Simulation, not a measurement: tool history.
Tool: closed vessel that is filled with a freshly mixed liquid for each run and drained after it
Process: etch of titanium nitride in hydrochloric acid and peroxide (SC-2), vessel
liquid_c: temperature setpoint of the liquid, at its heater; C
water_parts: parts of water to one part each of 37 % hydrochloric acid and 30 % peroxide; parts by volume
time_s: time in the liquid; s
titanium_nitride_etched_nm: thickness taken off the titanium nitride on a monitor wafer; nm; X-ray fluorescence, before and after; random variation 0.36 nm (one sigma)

run  hour  liquid_c  water_parts  time_s  titanium_nitride_etched_nm
  1     0        51            7     565                      27.073
  2   4.6        51            7     565                      27.318
  3     8      54.5            7     565                      33.936
  4  11.2        57            7     565                      39.468
  5  15.6      58.5            7     565                      44.173
  6  19.2      59.5            7     565                      46.732
  7  20.4        60            7     565                      48.101

Run 8 comes next. What will it give?
  8  25.6      60.5            7     565                           ?

Run 8 gave titanium_nitride_etched_nm 49.83 nm.
